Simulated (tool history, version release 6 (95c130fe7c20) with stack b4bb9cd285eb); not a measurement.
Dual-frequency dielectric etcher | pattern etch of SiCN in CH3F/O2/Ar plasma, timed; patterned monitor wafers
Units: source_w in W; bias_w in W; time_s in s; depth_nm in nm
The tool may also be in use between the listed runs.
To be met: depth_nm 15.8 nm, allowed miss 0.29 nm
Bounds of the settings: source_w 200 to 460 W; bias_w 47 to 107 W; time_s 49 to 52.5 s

| run | day | source_w | bias_w | time_s | depth_nm |
|---|---|---|---|---|---|
| 1 | 0 | 330 | 77 | 52.5 | 19.68 |
| 2 | 0.05 | 330 | 77 | 49 | 18.597 |
| 3 | 0.283 | 330 | 87 | 49 | 19.556 |
| 4 | 0.371 | 330 | 87 | 49 | 19.485 |
| 5 | 0.617 | 330 | 87 | 52.5 | 21.08 |
| 6 | 0.942 | 300 | 80 | 52 | 19.338 |
| 7 | 0.996 | 280 | 74 | 51.5 | 18.102 |
| 8 | 1.096 | 220 | 64 | 51 | 15.367 |

5 next moves are on the table. One of them brings every result within its allowed miss. Which?
| A | 1.196 | 200 | 72 | 49 | ? |
| B | 1.196 | 220 | 62 | 51 | ? |
| C | 1.196 | 270 | 62 | 49 | ? |
| D | 1.196 | 280 | 54 | 49 | ? |
| E | 1.196 | 220 | 62 | 49.5 | ? |

| move | depth_nm |
|---|---|
| A | 15.087 |
| B | 15.21 |
| C | 15.709 |
| D | 15.012 |
| E | 14.762 |
A: further off than the last run
B: further off than the last run
C: meets every target
D: further off than the last run
E: further off than the last run
Move C is the one to make.
